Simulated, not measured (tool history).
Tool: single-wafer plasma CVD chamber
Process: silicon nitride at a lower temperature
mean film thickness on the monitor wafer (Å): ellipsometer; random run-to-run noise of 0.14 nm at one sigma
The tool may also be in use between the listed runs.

| run | day | heater temperature setpoint (°C) | chamber pressure (Pa) | RF power (W) | deposition time (s) | mean film thickness on the monitor wafer (Å) |
|---|---|---|---|---|---|---|
| 1 | 0.000 | 360 | 176 | 260 | 29.0 | 311.39 |
| 2 | 0.083 | 360 | 165 | 255 | 29.0 | 304.78 |
| 3 | 0.396 | 353 | 165 | 255 | 29.0 | 303.18 |
| 4 | 0.454 | 353 | 165 | 255 | 29.9 | 311.64 |
| 5 | 0.721 | 353 | 165 | 255 | 29.0 | 303.02 |
| 6 | 0.946 | 353 | 157 | 250 | 29.0 | 292.53 |

The next listed run, before its measurement:
| 7 | 1.162 | 353 | 151 | 250 | 29.0 | ? |

Run 7 came out at mean film thickness on the monitor wafer (Å) 292.05.
